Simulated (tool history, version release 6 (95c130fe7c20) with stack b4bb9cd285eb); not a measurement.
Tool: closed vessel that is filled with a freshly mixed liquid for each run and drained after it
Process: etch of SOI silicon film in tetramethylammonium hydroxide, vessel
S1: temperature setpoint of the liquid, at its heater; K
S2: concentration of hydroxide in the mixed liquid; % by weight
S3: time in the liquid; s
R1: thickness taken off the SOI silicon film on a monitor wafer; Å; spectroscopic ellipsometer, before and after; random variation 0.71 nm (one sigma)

run	day	S1	S2	S3	R1
1	0.000	336.15	12.5	30	1468.5
2	0.296	336.15	14.5	30	1374.8
3	0.317	335.65	14.5	30	1329.4
4	0.475	335.65	12.0	30	1457.4
5	0.562	335.65	9.5	30	1593.8
6	0.771	335.65	8.0	30	1672.8
7	1.021	334.15	8.0	30	1546.0
8	1.054	333.15	8.0	30	1450.2
9	1.362	332.15	8.0	30	1348.3
10	1.642	331.65	8.0	30	1318.4
11	2.000	331.15	8.0	30	1273.1

Forecast run 12:
12	2.079	329.15	8.0	30	?

Run 12 gave R1 1116.6 Å.

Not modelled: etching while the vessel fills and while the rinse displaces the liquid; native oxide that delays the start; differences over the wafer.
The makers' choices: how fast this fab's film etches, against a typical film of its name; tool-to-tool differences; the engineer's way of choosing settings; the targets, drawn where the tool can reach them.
